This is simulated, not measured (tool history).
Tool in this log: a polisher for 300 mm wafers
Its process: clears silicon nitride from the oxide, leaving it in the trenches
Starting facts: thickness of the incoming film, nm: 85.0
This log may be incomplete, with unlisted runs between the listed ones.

| run | hour | flow of slurry (ml/min) | pressure of the wafer on the pad (kPa) | speed of the pad under the wafer (cm/s) | overpolish time after the end point (s) | time until the end point was called (s) |
|---|---|---|---|---|---|---|
| 1 | 0.0 | 175 | 21.4 | 110 | 11 | 86.687 |
| 2 | 5.3 | 175 | 21.4 | 110 | 8 | 87.391 |
| 3 | 11.9 | 195 | 21.4 | 110 | 8 | 82.883 |
| 4 | 20.3 | 195 | 21.4 | 110 | 11 | 84.882 |
| 5 | 29.0 | 200 | 22.1 | 110 | 11 | 82.331 |
| 6 | 35.8 | 200 | 22.1 | 110 | 8 | 81.751 |
| 7 | 40.3 | 205 | 22.8 | 110 | 8 | 78.193 |
| 8 | 48.7 | 210 | 22.8 | 110 | 8 | 79.676 |

Predict the results of run 9:
| 9 | 54.1 | 210 | 23.4 | 110 | 8 | ? |

time until the end point was called (s): 74.884

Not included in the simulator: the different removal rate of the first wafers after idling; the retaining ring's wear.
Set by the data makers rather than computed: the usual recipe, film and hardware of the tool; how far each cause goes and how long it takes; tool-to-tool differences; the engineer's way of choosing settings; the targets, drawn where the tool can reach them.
